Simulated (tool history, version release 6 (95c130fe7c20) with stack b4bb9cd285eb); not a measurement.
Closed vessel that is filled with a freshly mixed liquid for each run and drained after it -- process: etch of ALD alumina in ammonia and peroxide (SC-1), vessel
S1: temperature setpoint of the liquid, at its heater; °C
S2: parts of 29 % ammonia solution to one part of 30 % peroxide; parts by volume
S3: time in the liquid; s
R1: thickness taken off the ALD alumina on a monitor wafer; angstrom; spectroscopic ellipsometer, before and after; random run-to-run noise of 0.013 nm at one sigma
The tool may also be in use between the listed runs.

{"run": 1, "hour": 0.0, "S1": 57, "S2": 0.65, "S3": 30, "R1": 29.817}
{"run": 2, "hour": 1.4, "S1": 58, "S2": 0.65, "S3": 30, "R1": 31.517}
{"run": 3, "hour": 9.4, "S1": 63, "S2": 0.65, "S3": 30, "R1": 40.529}
{"run": 4, "hour": 15.7, "S1": 63, "S2": 0.65, "S3": 30, "R1": 40.304}
{"run": 5, "hour": 17.4, "S1": 63, "S2": 0.5, "S3": 30, "R1": 39.72}
{"run": 6, "hour": 21.3, "S1": 62, "S2": 0.5, "S3": 30, "R1": 37.964}
{"run": 7, "hour": 25.8, "S1": 61.5, "S2": 0.5, "S3": 30, "R1": 36.776}

Run 8, settings as shown, results not yet in. Your forecast:
{"run": 8, "hour": 32.0, "S1": 61, "S2": 0.5, "S3": 30, "R1": "?"}

{"run 8": {"R1": 35.804}}
